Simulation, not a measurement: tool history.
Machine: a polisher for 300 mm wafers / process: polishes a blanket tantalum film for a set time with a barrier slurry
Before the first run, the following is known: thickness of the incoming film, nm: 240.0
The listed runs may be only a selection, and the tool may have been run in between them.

| run | hour | flow of slurry (ml/min) | pressure of the wafer on the pad (kPa) | speed of the pad under the wafer (cm/s) | abrasive content of the slurry | polishing time (s) | film removed (Å) |
|---|---|---|---|---|---|---|---|
| 1 | 0 | 140 | 11.7 | 120 | 1 | 62 | 1114 |
| 2 | 8.5 | 145 | 13.1 | 124 | 1 | 62 | 1316.5 |
| 3 | 15.1 | 145 | 13.1 | 124 | 0.9 | 62 | 1246.2 |
| 4 | 21.4 | 150 | 13.8 | 128 | 0.9 | 62 | 1357.9 |
| 5 | 24.9 | 150 | 13.8 | 98 | 0.9 | 62 | 1059.7 |
| 6 | 32.5 | 150 | 14.5 | 106 | 0.9 | 62 | 1179.1 |
|  | 41 | worn pad replaced by a new one |
| 7 | 41 | 150 | 15.2 | 114 | 0.9 | 62 | 1502.7 |
| 8 | 45.8 | 150 | 15.9 | 114 | 0.9 | 62 | 1538.6 |
| 9 | 53.7 | 150 | 16.5 | 116 | 0.9 | 62 | 1687.4 |
| 10 | 61.1 | 150 | 17.2 | 118 | 0.9 | 62 | 1776.6 |

Forecast run 11:
| 11 | 63.8 | 150 | 17.2 | 122 | 0.9 | 62 | ? |

Run 11 yielded film removed (Å) 1822.
